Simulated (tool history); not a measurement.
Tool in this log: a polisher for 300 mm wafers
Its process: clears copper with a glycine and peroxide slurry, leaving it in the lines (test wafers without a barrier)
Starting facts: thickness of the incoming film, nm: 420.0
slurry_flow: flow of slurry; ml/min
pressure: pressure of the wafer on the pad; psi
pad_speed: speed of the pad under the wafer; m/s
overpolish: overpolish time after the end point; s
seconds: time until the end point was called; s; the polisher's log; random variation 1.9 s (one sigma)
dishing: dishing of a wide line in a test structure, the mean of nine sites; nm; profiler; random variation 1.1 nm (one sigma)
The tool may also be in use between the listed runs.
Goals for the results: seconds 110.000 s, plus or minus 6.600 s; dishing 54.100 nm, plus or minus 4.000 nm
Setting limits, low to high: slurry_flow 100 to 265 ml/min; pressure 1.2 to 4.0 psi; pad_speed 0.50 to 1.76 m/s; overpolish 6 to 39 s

run,day,slurry_flow,pressure,pad_speed,overpolish,seconds,dishing
1,0.000,170,2.6,1.12,20,64.847,53.988
2,0.150,140,2.6,1.12,20,70.059,53.244
3,0.192,140,2.6,1.24,20,62.828,55.759
4,0.512,140,2.8,1.24,20,60.514,60.021
5,0.679,165,2.8,1.24,20,57.427,57.698
6,0.842,165,3.3,1.24,20,51.056,64.088
7,0.892,155,2.7,1.14,23,66.337,58.503
8,1.254,145,2.3,1.10,26,78.815,60.187
9,1.342,140,2.0,1.08,27,89.494,54.390
10,1.617,135,1.9,1.06,28,93.892,54.840
11,1.717,130,1.8,1.04,29,97.893,54.051
12,1.804,130,1.4,1.00,33,123.740,47.462

Which one of the following 5 next-run settings gets every result inside its allowed miss? There is exactly one.
A,1.892,130,1.8,1.18,20,?,?
B,1.892,155,1.2,1.02,23,?,?
C,1.892,100,2.2,0.80,32,?,?
D,1.892,180,1.6,1.16,23,?,?
E,1.892,135,1.2,0.78,39,?,?

move,seconds,dishing
A,90.160,44.109
B,130.140,37.659
C,111.360,53.393
D,94.150,46.523
E,158.930,47.674
A: carries the result that was furthest off beyond its target, to the other side
B: the biggest miss grows against the last run
C: all results land within tolerance of their targets
D: carries the result that was furthest off beyond its target, to the other side
E: the biggest miss grows against the last run
Move C is the one to make.
